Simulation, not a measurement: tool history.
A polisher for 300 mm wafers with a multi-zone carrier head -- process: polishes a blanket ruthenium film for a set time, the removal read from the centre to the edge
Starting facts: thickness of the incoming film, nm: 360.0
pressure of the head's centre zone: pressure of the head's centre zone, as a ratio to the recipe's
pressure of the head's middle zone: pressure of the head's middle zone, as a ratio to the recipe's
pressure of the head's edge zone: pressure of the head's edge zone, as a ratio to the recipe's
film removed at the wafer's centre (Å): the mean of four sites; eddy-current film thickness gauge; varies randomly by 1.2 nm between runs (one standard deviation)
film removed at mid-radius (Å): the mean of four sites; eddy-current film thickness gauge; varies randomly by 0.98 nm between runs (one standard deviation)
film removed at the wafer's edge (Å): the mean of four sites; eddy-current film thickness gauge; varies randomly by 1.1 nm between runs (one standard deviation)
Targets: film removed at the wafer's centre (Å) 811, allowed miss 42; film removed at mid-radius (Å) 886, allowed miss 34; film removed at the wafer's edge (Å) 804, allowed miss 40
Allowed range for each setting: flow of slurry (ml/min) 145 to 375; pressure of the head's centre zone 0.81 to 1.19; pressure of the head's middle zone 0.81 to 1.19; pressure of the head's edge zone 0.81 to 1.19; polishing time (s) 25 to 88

run    day  flow of slurry (ml/min)  pressure of the head's centre zone  pressure of the head's middle zone  pressure of the head's edge zone  polishing time (s)  film removed at the wafer's centre (Å)  film removed at mid-radius (Å)  film removed at the wafer's edge (Å)
  1      0                      240                                   1                                   1                                 1                  56                                  595.09                           589.7                                 570.2
  2  0.088                      245                                   1                                1.03                              1.02                  60                                   643.3                          637.54                                641.72
  3  0.333                      245                                   1                                1.08                              1.02                  60                                  641.49                          676.45                                632.19
  4  0.438                      250                                1.01                                1.11                              1.03                  63                                  666.83                          722.35                                666.01
  5  0.675                      250                                1.01                                1.11                                 1                  63                                   676.4                          721.23                                660.74
  6  0.854                      250                                1.01                                1.11                              1.08                  63                                  677.12                          728.42                                681.73
  7  1.196                      255                                1.02                                1.13                              1.09                  65                                   698.3                          748.07                                711.32
  8    1.3                      255                                1.03                                1.14                              1.08                  67                                  728.49                          794.73                                743.67

Which single option among these 4 for the next run brings every result within its allowed miss of target? Just one does.
  A  1.404                      275                                1.13                                1.14                              1.03                  75                                       ?                               ?                                     ?
  B  1.404                      250                                0.85                                1.19                              1.15                  73                                       ?                               ?                                     ?
  C  1.404                      190                                1.03                                1.14                              1.02                  78                                       ?                               ?                                     ?
  D  1.404                      300                                1.16                                1.19                               0.9                  71                                       ?                               ?                                     ?

move  film removed at the wafer's centre (Å)  film removed at mid-radius (Å)  film removed at the wafer's edge (Å)
   A                                  920.12                          889.12                                813.31
   B                                  665.62                           891.1                                 830.5
   C                                   834.7                          889.96                                817.79
   D                                  902.43                          880.34                                726.02
A: brings the last run's worst result on target, with another outside its allowed miss
B: brings the last run's worst result on target, with another outside its allowed miss
C: every result within its allowed miss
D: brings the last run's worst result on target, with another outside its allowed miss
Go with C: it meets all targets.
